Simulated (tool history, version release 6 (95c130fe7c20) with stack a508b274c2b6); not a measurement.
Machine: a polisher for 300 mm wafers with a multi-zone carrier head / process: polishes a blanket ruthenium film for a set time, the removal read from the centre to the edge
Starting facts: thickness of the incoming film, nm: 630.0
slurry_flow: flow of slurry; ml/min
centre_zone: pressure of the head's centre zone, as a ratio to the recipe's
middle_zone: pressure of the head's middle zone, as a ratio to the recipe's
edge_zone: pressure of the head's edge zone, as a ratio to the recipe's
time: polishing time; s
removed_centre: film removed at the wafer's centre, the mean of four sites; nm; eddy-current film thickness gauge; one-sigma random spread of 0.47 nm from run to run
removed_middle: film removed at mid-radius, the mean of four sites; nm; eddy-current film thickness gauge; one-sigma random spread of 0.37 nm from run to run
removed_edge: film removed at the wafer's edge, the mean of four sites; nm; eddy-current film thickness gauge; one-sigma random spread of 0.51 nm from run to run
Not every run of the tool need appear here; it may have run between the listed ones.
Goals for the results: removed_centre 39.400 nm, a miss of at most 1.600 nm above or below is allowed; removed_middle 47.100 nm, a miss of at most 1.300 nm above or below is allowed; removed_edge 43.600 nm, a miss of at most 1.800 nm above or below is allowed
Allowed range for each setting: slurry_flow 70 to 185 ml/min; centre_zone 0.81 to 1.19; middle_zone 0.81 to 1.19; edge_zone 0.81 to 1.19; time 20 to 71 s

run	hour	slurry_flow	centre_zone	middle_zone	edge_zone	time	removed_centre	removed_middle	removed_edge
1	0.0	120	1.00	1.00	1.00	45	72.329	74.447	72.210
2	3.3	120	1.00	1.04	1.00	45	72.141	76.514	72.189
3	12.1	115	0.97	1.03	0.97	41	62.991	68.695	64.188
4	20.8	110	0.95	1.02	0.95	38	56.910	62.054	60.030
5	22.2	110	0.94	1.03	0.93	35	50.642	57.367	53.893
6	25.8	80	0.94	1.03	0.93	35	44.557	51.721	50.347
7	32.0	80	0.94	1.03	0.91	34	44.309	50.639	48.634
8	34.1	80	0.93	1.03	0.90	34	43.880	49.959	48.605
9	39.7	80	0.90	1.07	0.83	30	37.633	46.079	41.748
10	45.0	80	0.90	1.07	0.84	30	37.046	45.487	41.570

Pick the move, out of 5, that brings all results within their allowed miss; only one does.
A	50.3	75	0.82	1.11	1.08	29	?	?	?
B	50.3	75	0.91	1.06	0.86	32	?	?	?
C	50.3	70	0.89	1.07	0.84	31	?	?	?
D	50.3	100	0.99	1.14	0.85	27	?	?	?
E	50.3	70	0.85	1.04	0.81	30	?	?	?

move	removed_centre	removed_middle	removed_edge
A	32.432	45.020	44.488
B	39.495	47.752	44.089
C	36.287	45.402	41.550
D	40.368	47.120	39.337
E	33.608	42.897	39.589
A: its largest miss is bigger than the last run's
B: hits every target within its allowed miss
C: its largest miss is bigger than the last run's
D: brings the last run's worst result on target, with another outside its allowed miss
E: its largest miss is bigger than the last run's
The right move is B.
